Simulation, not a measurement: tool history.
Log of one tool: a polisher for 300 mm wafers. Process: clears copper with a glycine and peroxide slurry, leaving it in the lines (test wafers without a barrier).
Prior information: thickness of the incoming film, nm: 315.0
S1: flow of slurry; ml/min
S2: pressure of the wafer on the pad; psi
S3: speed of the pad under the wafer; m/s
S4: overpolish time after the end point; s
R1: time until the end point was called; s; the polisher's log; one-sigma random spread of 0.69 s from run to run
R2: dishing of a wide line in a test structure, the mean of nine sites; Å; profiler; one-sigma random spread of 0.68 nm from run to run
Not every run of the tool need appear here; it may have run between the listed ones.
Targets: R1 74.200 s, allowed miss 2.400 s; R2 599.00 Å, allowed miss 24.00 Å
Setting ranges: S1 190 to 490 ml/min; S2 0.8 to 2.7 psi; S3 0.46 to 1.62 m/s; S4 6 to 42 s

run,hour,S1,S2,S3,S4,R1,R2
1,0.0,315,1.7,1.04,21,99.676,450.16
2,2.6,315,1.7,1.04,25,99.284,516.18
3,8.6,315,1.7,1.04,30,97.898,579.83
4,17.3,315,1.7,1.18,30,92.631,611.80
5,25.0,315,1.8,1.18,29,88.482,633.62
6,29.1,315,1.9,1.18,28,83.169,614.59
7,30.6,320,2.0,1.18,26,81.597,612.49
8,33.0,320,2.0,1.18,25,83.384,599.94
9,34.0,320,2.0,1.18,24,82.767,574.97

Below are 4 possible settings for the next run. Only one of them brings all results inside the allowed miss of their targets. Which is it?
A,35.0,310,2.0,1.36,23,?,?
B,35.0,350,2.0,1.52,22,?,?
C,35.0,305,1.9,1.14,23,?,?
D,35.0,405,2.2,0.86,25,?,?

move,R1,R2
A,74.320,579.30
B,68.597,591.45
C,86.431,520.78
D,89.071,553.49
A: each result inside its tolerance
B: takes the biggest miss from the last run beyond its target
C: moves away from the targets compared with the last run
D: moves away from the targets compared with the last run
A meets every target.
